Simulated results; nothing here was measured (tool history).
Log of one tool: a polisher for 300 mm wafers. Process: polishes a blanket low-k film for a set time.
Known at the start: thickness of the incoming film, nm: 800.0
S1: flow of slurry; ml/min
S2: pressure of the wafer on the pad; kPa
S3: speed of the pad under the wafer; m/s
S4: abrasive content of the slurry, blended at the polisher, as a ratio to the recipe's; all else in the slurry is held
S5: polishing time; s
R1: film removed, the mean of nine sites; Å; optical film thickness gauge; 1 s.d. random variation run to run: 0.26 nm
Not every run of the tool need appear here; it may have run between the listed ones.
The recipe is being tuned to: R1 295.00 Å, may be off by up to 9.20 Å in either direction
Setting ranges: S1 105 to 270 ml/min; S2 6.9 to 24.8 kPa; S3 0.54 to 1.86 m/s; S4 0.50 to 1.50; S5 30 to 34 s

run  hour   S1    S2    S3    S4  S5      R1
  1   0.0  175  15.9  1.18  1.00  34  221.67
  2   2.0  175  15.9  1.18  1.00  30  198.28
  3   7.8  175  13.8  1.18  1.00  30  171.40
  4  10.8  180  15.2  1.18  1.00  30  188.79
  5  14.8  180  12.4  1.18  1.00  30  157.46
  6  19.0  180  12.4  1.18  1.00  30  157.40
  7  26.7  180  13.8  1.18  1.00  30  175.66
  8  32.5  185  14.5  1.18  1.00  30  183.46
  9  38.2  190  15.2  1.18  1.00  30  192.44
 10  45.1  190  15.9  1.18  1.00  30  200.31
 11  46.7  190  16.5  1.18  1.00  30  205.61
 12  54.8  190  17.2  1.18  1.00  30  213.79
 13  57.4  190  17.9  1.18  1.00  30  224.59
 14  58.6  190  18.6  1.18  1.00  30  232.50
 15  65.8  190  19.3  1.18  1.00  30  236.10

Below are 5 possible settings for the next run. Only one of them brings all results inside the allowed miss of their targets. Which is it?
  A  73.0  205  19.3  1.02  1.15  30   ?
  B  73.0  185  17.9  1.48  1.30  31   ?
  C  73.0  170  19.3  1.36  1.00  34   ?
  D  73.0  235  20.7  1.30  1.20  30   ?
  E  73.0  235  15.9  0.82  1.00  33   ?

move      R1
   A  230.31
   B  310.03
   C  299.51
   D  309.32
   E  169.06
A: misses by more than the last run did
B: takes the biggest miss from the last run beyond its target
C: every result within its allowed miss
D: takes the biggest miss from the last run beyond its target
E: misses by more than the last run did
C meets every target.
